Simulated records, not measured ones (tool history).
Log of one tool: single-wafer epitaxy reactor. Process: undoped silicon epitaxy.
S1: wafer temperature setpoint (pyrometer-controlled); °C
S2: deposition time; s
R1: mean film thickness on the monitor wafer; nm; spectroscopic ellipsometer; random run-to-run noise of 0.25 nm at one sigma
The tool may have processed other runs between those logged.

{"run": 1, "hour": 0.0, "S1": 640, "S2": 411, "R1": 52.951}
{"run": 2, "hour": 5.4, "S1": 643, "S2": 411, "R1": 56.222}
{"run": 3, "hour": 6.9, "S1": 645, "S2": 411, "R1": 58.552}
{"run": 4, "hour": 15.7, "S1": 655, "S2": 411, "R1": 72.059}
{"run": 5, "hour": 17.0, "S1": 655, "S2": 469, "R1": 82.41}
{"run": 6, "hour": 19.7, "S1": 652, "S2": 469, "R1": 77.049}

Run 7 is up next; what results do you expect?
{"run": 7, "hour": 26.2, "S1": 650, "S2": 469, "R1": "?"}

{"run 7": {"R1": 74.535}}

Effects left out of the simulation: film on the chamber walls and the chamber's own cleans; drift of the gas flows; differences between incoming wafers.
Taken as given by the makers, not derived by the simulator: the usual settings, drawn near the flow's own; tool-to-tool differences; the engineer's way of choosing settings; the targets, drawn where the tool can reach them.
